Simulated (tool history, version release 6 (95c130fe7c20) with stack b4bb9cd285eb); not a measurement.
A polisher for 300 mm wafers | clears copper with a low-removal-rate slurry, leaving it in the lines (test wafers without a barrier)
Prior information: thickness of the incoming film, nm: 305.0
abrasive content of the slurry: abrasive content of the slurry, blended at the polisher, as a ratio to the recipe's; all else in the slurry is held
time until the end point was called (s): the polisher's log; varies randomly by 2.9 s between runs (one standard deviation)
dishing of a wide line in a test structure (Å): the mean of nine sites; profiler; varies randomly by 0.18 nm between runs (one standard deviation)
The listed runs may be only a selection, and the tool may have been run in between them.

run,hour,flow of slurry (ml/min),pressure of the wafer on the pad (psi),speed of the pad under the wafer (cm/s),abrasive content of the slurry,overpolish time after the end point (s),time until the end point was called (s),dishing of a wide line in a test structure (Å)
1,0.0,135,2.7,120,1.00,17,75.896,391.36
2,3.4,135,2.4,104,1.00,14,91.602,279.65
3,7.4,135,2.4,104,0.90,14,99.023,284.68
4,15.1,135,2.4,104,0.90,19,95.770,357.16
5,23.8,130,2.1,92,0.95,16,114.850,257.33
# hour 26.4: head pressure recalibrated
6,26.4,130,2.1,92,0.95,11,132.700,169.07

What does the tool deliver on the next run?
7,31.5,125,1.9,90,1.00,10,?,?

{"run 7": {"time until the end point was called (s)": 141.65, "dishing of a wide line in a test structure (Å)": 140.92}}

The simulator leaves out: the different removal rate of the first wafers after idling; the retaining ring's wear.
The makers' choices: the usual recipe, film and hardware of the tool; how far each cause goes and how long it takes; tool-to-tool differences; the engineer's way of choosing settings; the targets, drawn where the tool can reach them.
